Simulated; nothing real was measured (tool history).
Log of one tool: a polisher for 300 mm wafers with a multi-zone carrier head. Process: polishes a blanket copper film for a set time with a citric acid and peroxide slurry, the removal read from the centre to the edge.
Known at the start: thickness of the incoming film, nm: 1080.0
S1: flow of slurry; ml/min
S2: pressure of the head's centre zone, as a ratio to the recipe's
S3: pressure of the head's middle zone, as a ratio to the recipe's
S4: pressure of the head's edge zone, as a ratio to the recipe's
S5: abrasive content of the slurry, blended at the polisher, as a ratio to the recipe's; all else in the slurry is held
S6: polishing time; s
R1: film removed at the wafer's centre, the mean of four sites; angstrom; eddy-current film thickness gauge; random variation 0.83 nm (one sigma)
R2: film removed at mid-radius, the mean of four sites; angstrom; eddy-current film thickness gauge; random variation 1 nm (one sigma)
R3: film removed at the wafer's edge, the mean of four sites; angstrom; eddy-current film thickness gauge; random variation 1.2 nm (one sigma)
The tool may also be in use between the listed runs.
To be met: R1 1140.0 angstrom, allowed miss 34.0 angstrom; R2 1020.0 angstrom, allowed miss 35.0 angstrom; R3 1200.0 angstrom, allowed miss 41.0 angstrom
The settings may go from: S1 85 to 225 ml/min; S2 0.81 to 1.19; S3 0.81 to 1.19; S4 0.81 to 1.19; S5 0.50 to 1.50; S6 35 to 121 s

Run 1, hour 0.0: S1 145 ml/min, S2 1.00, S3 1.00, S4 1.00, S5 1.00, S6 78 s. Result: R1 1591.5 angstrom, R2 1564.4 angstrom, R3 1605.5 angstrom.
Run 2, hour 6.9: S1 135 ml/min, S2 0.99, S3 0.95, S4 0.98, S5 0.85, S6 76 s. Result: R1 1497.9 angstrom, R2 1373.3 angstrom, R3 1464.9 angstrom.
Run 3, hour 11.5: S1 125 ml/min, S2 0.95, S3 0.92, S4 0.97, S5 0.75, S6 75 s. Result: R1 1329.1 angstrom, R2 1261.1 angstrom, R3 1408.2 angstrom.
Run 4, hour 19.2: S1 125 ml/min, S2 0.98, S3 0.92, S4 0.97, S5 0.75, S6 75 s. Result: R1 1375.4 angstrom, R2 1264.3 angstrom, R3 1436.5 angstrom.
Run 5, hour 21.5: S1 125 ml/min, S2 0.96, S3 0.90, S4 0.94, S5 0.70, S6 73 s. Result: R1 1299.6 angstrom, R2 1196.0 angstrom, R3 1313.2 angstrom.
Run 6, hour 30.1: S1 120 ml/min, S2 0.95, S3 0.88, S4 0.93, S5 0.65, S6 73 s. Result: R1 1251.3 angstrom, R2 1158.0 angstrom, R3 1286.5 angstrom.
Run 7, hour 38.2: S1 115 ml/min, S2 0.95, S3 0.86, S4 0.92, S5 0.60, S6 73 s. Result: R1 1221.9 angstrom, R2 1109.1 angstrom, R3 1257.4 angstrom.
Run 8, hour 42.6: S1 110 ml/min, S2 0.95, S3 0.85, S4 0.91, S5 0.60, S6 73 s. Result: R1 1214.3 angstrom, R2 1083.8 angstrom, R3 1248.3 angstrom.

4 next moves are on the table. One of them brings every result within its allowed miss. Which?
Run A, hour 47.0: S1 150 ml/min, S2 0.92, S3 0.83, S4 0.94, S5 0.65, S6 64 s. Result: R1 ?, R2 ?, R3 ?.
Run B, hour 47.0: S1 110 ml/min, S2 0.90, S3 0.95, S4 0.97, S5 0.90, S6 67 s. Result: R1 ?, R2 ?, R3 ?.
Run C, hour 47.0: S1 85 ml/min, S2 0.92, S3 0.87, S4 0.93, S5 0.85, S6 70 s. Result: R1 ?, R2 ?, R3 ?.
Run D, hour 47.0: S1 130 ml/min, S2 0.91, S3 0.90, S4 0.91, S5 0.50, S6 71 s. Result: R1 ?, R2 ?, R3 ?.

move      R1      R2      R3
   A  1122.2  1010.1  1200.9
   B  1114.3  1157.9  1276.7
   C  1059.5  1015.8  1219.3
   D  1138.3  1111.6  1228.0
A: meets every target
B: brings the result that was furthest off to its target, and leaves another outside
C: takes the result that was furthest off past its target
D: brings the result that was furthest off to its target, and leaves another outside
The right move is A.
